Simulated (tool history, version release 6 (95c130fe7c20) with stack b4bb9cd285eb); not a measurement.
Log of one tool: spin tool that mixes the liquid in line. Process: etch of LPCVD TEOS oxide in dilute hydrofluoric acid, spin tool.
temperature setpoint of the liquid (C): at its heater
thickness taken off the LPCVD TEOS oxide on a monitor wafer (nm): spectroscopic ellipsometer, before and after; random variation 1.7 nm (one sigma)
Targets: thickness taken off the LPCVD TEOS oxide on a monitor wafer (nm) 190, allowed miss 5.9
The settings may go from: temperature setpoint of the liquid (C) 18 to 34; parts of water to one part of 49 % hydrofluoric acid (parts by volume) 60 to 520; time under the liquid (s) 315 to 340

run    day  temperature setpoint of the liquid (C)  parts of water to one part of 49 % hydrofluoric acid (parts by volume)  time under the liquid (s)  thickness taken off the LPCVD TEOS oxide on a monitor wafer (nm)
  1      0                                      26                                                                     290                        315                                                            45.375
  2  0.104                                    27.5                                                                     245                        320                                                            59.742
  3    0.2                                    27.5                                                                     145                        320                                                            113.55
  4  0.246                                    28.5                                                                     130                        320                                                            134.04
     0.367  -- thermometer replaced
  5  0.367                                      26                                                                     130                        320                                                            130.31
  6  0.458                                      26                                                                     120                        320                                                            143.27
  7  0.546                                      26                                                                     110                        320                                                            158.57
  8  0.858                                      25                                                                     105                        320                                                            162.09
  9  1.204                                    24.5                                                                     100                        320                                                             170.9
 10  1.471                                      24                                                                     100                        320                                                            164.83
 11  1.817                                      24                                                                      95                        320                                                            176.71
 12  2.129                                    23.5                                                                      95                        320                                                             168.9
 13  2.383                                    23.5                                                                      90                        320                                                            182.13

Which of these 4 next moves meets every target?
  A  2.638                                    24.5                                                                      90                        340                                                                 ?
  B  2.638                                      30                                                                     110                        325                                                                 ?
  C  2.638                                    24.5                                                                      95                        320                                                                 ?
  D  2.638                                      22                                                                      90                        330                                                                 ?

move  thickness taken off the LPCVD TEOS oxide on a monitor wafer (nm)
   A                                                            200.64
   B                                                             188.8
   C                                                            177.78
   D                                                            176.13
A: takes the result that was furthest off past its target
B: meets every target
C: further off than the last run
D: further off than the last run
Answer: B

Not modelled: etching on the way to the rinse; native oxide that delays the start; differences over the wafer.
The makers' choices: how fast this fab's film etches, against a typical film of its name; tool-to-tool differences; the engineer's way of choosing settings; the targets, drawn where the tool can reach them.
